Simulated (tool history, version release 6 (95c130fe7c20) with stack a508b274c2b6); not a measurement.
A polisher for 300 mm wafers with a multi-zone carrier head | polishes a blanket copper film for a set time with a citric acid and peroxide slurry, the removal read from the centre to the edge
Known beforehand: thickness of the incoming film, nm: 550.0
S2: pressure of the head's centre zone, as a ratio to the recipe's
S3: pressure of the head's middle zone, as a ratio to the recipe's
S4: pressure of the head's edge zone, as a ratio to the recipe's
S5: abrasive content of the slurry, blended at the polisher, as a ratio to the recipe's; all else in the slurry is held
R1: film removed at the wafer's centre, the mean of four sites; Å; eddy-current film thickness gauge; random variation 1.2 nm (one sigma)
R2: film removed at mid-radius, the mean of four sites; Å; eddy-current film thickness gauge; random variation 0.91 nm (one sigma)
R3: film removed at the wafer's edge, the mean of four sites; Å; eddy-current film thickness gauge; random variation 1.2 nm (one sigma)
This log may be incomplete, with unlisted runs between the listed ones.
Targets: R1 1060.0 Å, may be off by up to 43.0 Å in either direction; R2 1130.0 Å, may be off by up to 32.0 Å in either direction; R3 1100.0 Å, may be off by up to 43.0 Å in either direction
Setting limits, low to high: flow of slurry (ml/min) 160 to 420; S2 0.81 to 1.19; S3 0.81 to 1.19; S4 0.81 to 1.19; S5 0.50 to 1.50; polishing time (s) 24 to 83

{"run": 1, "day": 0.0, "flow of slurry (ml/min)": 270, "S2": 1.0, "S3": 1.0, "S4": 1.0, "S5": 1.0, "polishing time (s)": 53, "R1": 1309.3, "R2": 1289.2, "R3": 1373.3}
{"run": 2, "day": 0.317, "flow of slurry (ml/min)": 270, "S2": 1.0, "S3": 1.0, "S4": 1.0, "S5": 0.85, "polishing time (s)": 53, "R1": 1305.1, "R2": 1249.2, "R3": 1309.1}
{"run": 3, "day": 0.612, "flow of slurry (ml/min)": 265, "S2": 0.97, "S3": 1.0, "S4": 0.97, "S5": 0.8, "polishing time (s)": 53, "R1": 1195.2, "R2": 1215.8, "R3": 1264.1}
{"run": 4, "day": 0.829, "flow of slurry (ml/min)": 265, "S2": 0.97, "S3": 1.0, "S4": 1.03, "S5": 0.8, "polishing time (s)": 53, "R1": 1238.1, "R2": 1230.2, "R3": 1293.1}
{"run": 5, "day": 0.95, "flow of slurry (ml/min)": 265, "S2": 0.91, "S3": 1.0, "S4": 1.03, "S5": 0.8, "polishing time (s)": 53, "R1": 1159.5, "R2": 1227.1, "R3": 1277.2}
{"run": 6, "day": 1.192, "flow of slurry (ml/min)": 265, "S2": 0.92, "S3": 1.0, "S4": 1.0, "S5": 0.75, "polishing time (s)": 53, "R1": 1163.2, "R2": 1223.7, "R3": 1292.6}
{"run": 7, "day": 1.554, "flow of slurry (ml/min)": 260, "S2": 0.93, "S3": 1.02, "S4": 1.0, "S5": 0.7, "polishing time (s)": 52, "R1": 1123.7, "R2": 1211.6, "R3": 1235.0}
{"day": 1.817, "done": "slurry nozzle cleaned"}
{"run": 8, "day": 1.817, "flow of slurry (ml/min)": 260, "S2": 0.94, "S3": 1.02, "S4": 0.98, "S5": 0.65, "polishing time (s)": 51, "R1": 1129.5, "R2": 1220.1, "R3": 1236.6}
{"run": 9, "day": 2.05, "flow of slurry (ml/min)": 265, "S2": 0.95, "S3": 1.02, "S4": 0.97, "S5": 0.6, "polishing time (s)": 49, "R1": 1096.3, "R2": 1140.5, "R3": 1123.5}

Exactly one of the 5 candidate moves below puts every result within its allowed miss. Which one?
{"run": "A", "day": 2.283, "flow of slurry (ml/min)": 285, "S2": 1.05, "S3": 1.03, "S4": 0.98, "S5": 0.55, "polishing time (s)": 48, "R1": "?", "R2": "?", "R3": "?"}
{"run": "B", "day": 2.283, "flow of slurry (ml/min)": 260, "S2": 0.97, "S3": 1.0, "S4": 0.95, "S5": 0.75, "polishing time (s)": 48, "R1": "?", "R2": "?", "R3": "?"}
{"run": "C", "day": 2.283, "flow of slurry (ml/min)": 230, "S2": 0.97, "S3": 0.99, "S4": 1.01, "S5": 0.7, "polishing time (s)": 49, "R1": "?", "R2": "?", "R3": "?"}
{"run": "D", "day": 2.283, "flow of slurry (ml/min)": 255, "S2": 0.95, "S3": 1.06, "S4": 0.98, "S5": 0.5, "polishing time (s)": 48, "R1": "?", "R2": "?", "R3": "?"}
{"run": "E", "day": 2.283, "flow of slurry (ml/min)": 195, "S2": 0.91, "S3": 0.9, "S4": 1.02, "S5": 0.8, "polishing time (s)": 51, "R1": "?", "R2": "?", "R3": "?"}

move=A R1=1172.9 R2=1131.2 R3=1112.5
move=B R1=1130.3 R2=1153.5 R3=1148.3
move=C R1=1125.0 R2=1139.9 R3=1182.2
move=D R1=1032.9 R2=1130.8 R3=1087.0
move=E R1=1101.5 R2=1102.3 R3=1250.7
A: misses by more than the last run did
B: misses by more than the last run did
C: misses by more than the last run did
D: in spec on every target
E: meets the target for the result that was furthest off, but another lies outside its allowed miss
Correct choice: D, which meets every target
